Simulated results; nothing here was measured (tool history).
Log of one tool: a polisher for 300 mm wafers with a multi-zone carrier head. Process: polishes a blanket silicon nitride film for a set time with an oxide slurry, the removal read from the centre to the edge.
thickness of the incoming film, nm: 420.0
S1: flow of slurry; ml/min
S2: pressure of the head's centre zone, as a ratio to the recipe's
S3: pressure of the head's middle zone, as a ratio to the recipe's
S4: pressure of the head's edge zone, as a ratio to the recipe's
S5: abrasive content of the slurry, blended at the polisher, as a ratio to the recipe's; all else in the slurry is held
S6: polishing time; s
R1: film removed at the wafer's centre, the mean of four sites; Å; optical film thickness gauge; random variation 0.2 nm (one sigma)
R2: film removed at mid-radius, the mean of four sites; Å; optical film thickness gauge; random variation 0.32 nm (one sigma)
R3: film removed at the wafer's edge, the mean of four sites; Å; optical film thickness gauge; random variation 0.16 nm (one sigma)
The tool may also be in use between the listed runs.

run,hour,S1,S2,S3,S4,S5,S6,R1,R2,R3
1,0.0,285,1.00,1.00,1.00,1.00,33,216.73,208.17,209.61
2,3.1,295,1.00,1.03,1.03,1.05,33,220.10,222.82,216.97
3,10.1,295,1.00,1.03,1.09,1.05,33,220.64,222.19,222.96
4,14.4,300,1.00,1.05,1.11,1.10,33,225.32,237.20,230.09
5,22.3,305,1.00,1.05,1.12,1.15,33,228.02,229.30,235.71
6,25.7,305,1.00,1.05,1.12,1.15,36,249.84,256.18,256.65
7,28.2,305,1.00,1.05,1.12,1.15,36,250.23,258.30,255.75
8,34.2,310,1.00,1.06,1.13,1.15,36,250.58,256.95,259.33
9,37.9,310,1.00,1.06,1.13,1.15,36,251.31,258.20,260.52
10,40.5,310,1.00,1.07,1.13,1.15,36,250.42,263.34,255.67

Run 11 comes next. What will it give?
11,41.9,315,1.00,1.08,1.14,1.15,36,?,?,?

{"run 11": {"R1": 251.39, "R2": 272.05, "R3": 260.99}}
